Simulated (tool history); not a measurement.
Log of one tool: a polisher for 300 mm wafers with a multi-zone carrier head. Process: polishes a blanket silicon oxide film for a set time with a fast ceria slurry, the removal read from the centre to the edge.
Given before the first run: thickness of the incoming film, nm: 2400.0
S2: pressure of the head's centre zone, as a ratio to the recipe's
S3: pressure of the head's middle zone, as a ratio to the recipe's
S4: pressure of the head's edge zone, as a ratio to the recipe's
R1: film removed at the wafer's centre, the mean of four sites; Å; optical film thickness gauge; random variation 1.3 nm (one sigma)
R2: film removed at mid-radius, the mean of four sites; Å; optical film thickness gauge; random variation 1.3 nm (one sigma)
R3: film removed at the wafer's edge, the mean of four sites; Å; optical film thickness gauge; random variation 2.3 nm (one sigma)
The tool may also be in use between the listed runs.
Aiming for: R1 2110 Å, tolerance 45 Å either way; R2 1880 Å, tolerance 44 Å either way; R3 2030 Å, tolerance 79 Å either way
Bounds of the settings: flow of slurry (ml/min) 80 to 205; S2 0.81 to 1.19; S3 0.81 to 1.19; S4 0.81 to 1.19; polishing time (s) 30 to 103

{"run": 1, "hour": 0.0, "flow of slurry (ml/min)": 135, "S2": 1, "S3": 1, "S4": 1, "polishing time (s)": 66, "R1": 4234, "R2": 3805.5, "R3": 3716.1}
{"run": 2, "hour": 2.7, "flow of slurry (ml/min)": 125, "S2": 0.97, "S3": 0.96, "S4": 0.97, "polishing time (s)": 59, "R1": 3584.9, "R2": 3269.9, "R3": 3284.8}
{"run": 3, "hour": 7.2, "flow of slurry (ml/min)": 125, "S2": 1.02, "S3": 0.96, "S4": 0.97, "polishing time (s)": 59, "R1": 3756.2, "R2": 3220.5, "R3": 3195}
{"run": 4, "hour": 10.8, "flow of slurry (ml/min)": 125, "S2": 0.94, "S3": 0.96, "S4": 0.97, "polishing time (s)": 59, "R1": 3453.3, "R2": 3266.5, "R3": 3263.7}
{"run": 5, "hour": 14.3, "flow of slurry (ml/min)": 125, "S2": 0.86, "S3": 0.96, "S4": 0.97, "polishing time (s)": 59, "R1": 3184.1, "R2": 3223, "R3": 3295.5}
{"run": 6, "hour": 19.2, "flow of slurry (ml/min)": 125, "S2": 0.86, "S3": 0.96, "S4": 0.93, "polishing time (s)": 59, "R1": 3163, "R2": 3276.2, "R3": 3230.8}
{"run": 7, "hour": 28.0, "flow of slurry (ml/min)": 120, "S2": 0.87, "S3": 0.93, "S4": 0.92, "polishing time (s)": 53, "R1": 2852.2, "R2": 2773.7, "R3": 2859.6}
{"run": 8, "hour": 36.1, "flow of slurry (ml/min)": 115, "S2": 0.87, "S3": 0.91, "S4": 0.89, "polishing time (s)": 50, "R1": 2666.6, "R2": 2579.8, "R3": 2662.7}
{"run": 9, "hour": 42.4, "flow of slurry (ml/min)": 110, "S2": 0.87, "S3": 0.89, "S4": 0.87, "polishing time (s)": 47, "R1": 2440.5, "R2": 2329.9, "R3": 2460.3}
{"run": 10, "hour": 46.3, "flow of slurry (ml/min)": 100, "S2": 0.92, "S3": 0.85, "S4": 0.81, "polishing time (s)": 37, "R1": 2005.1, "R2": 1719.4, "R3": 1851.4}
{"run": 11, "hour": 54.3, "flow of slurry (ml/min)": 105, "S2": 0.91, "S3": 0.85, "S4": 0.82, "polishing time (s)": 37, "R1": 1993.2, "R2": 1759.8, "R3": 1879}
{"run": 12, "hour": 62.2, "flow of slurry (ml/min)": 110, "S2": 0.91, "S3": 0.85, "S4": 0.84, "polishing time (s)": 37, "R1": 2005.7, "R2": 1781.4, "R3": 1886.9}
{"run": 13, "hour": 70.7, "flow of slurry (ml/min)": 110, "S2": 0.92, "S3": 0.85, "S4": 0.87, "polishing time (s)": 37, "R1": 2022.3, "R2": 1778.8, "R3": 1955.7}
{"run": 14, "hour": 72.9, "flow of slurry (ml/min)": 115, "S2": 0.92, "S3": 0.85, "S4": 0.88, "polishing time (s)": 37, "R1": 2064.4, "R2": 1787.8, "R3": 1963.8}
{"run": 15, "hour": 79.5, "flow of slurry (ml/min)": 120, "S2": 0.92, "S3": 0.85, "S4": 0.88, "polishing time (s)": 37, "R1": 2093.8, "R2": 1810.2, "R3": 1939.3}
{"run": 16, "hour": 84.4, "flow of slurry (ml/min)": 130, "S2": 0.9, "S3": 0.87, "S4": 0.95, "polishing time (s)": 38, "R1": 2152.3, "R2": 1947.7, "R3": 2066.4}
{"run": 17, "hour": 84.9, "flow of slurry (ml/min)": 130, "S2": 0.9, "S3": 0.87, "S4": 0.94, "polishing time (s)": 38, "R1": 2150.7, "R2": 1921.5, "R3": 2099.5}
{"run": 18, "hour": 86.5, "flow of slurry (ml/min)": 130, "S2": 0.9, "S3": 0.87, "S4": 0.93, "polishing time (s)": 38, "R1": 2178.6, "R2": 1910.6, "R3": 2104.5}

Below are 5 possible settings for the next run. Only one of them brings all results inside the allowed miss of their targets. Which is it?
{"run": "A", "hour": 88.1, "flow of slurry (ml/min)": 130, "S2": 0.92, "S3": 0.88, "S4": 0.93, "polishing time (s)": 38, "R1": "?", "R2": "?", "R3": "?"}
{"run": "B", "hour": 88.1, "flow of slurry (ml/min)": 155, "S2": 0.89, "S3": 0.84, "S4": 1.01, "polishing time (s)": 38, "R1": "?", "R2": "?", "R3": "?"}
{"run": "C", "hour": 88.1, "flow of slurry (ml/min)": 155, "S2": 0.88, "S3": 0.81, "S4": 0.97, "polishing time (s)": 38, "R1": "?", "R2": "?", "R3": "?"}
{"run": "D", "hour": 88.1, "flow of slurry (ml/min)": 155, "S2": 0.94, "S3": 0.95, "S4": 0.83, "polishing time (s)": 36, "R1": "?", "R2": "?", "R3": "?"}
{"run": "E", "hour": 88.1, "flow of slurry (ml/min)": 100, "S2": 0.93, "S3": 0.89, "S4": 0.91, "polishing time (s)": 39, "R1": "?", "R2": "?", "R3": "?"}

move=A R1=2202.6 R2=1950.2 R3=2067.3
move=B R1=2224.9 R2=1950.4 R3=2193.7
move=C R1=2199.4 R2=1893.5 R3=2160.5
move=D R1=2227.9 R2=2045.9 R3=1929.9
move=E R1=2099.4 R2=1876.6 R3=2000.3
A: lands further from the targets than the last run did
B: lands further from the targets than the last run did
C: lands further from the targets than the last run did
D: lands further from the targets than the last run did
E: hits every target within its allowed miss
Go with E: it meets all targets.
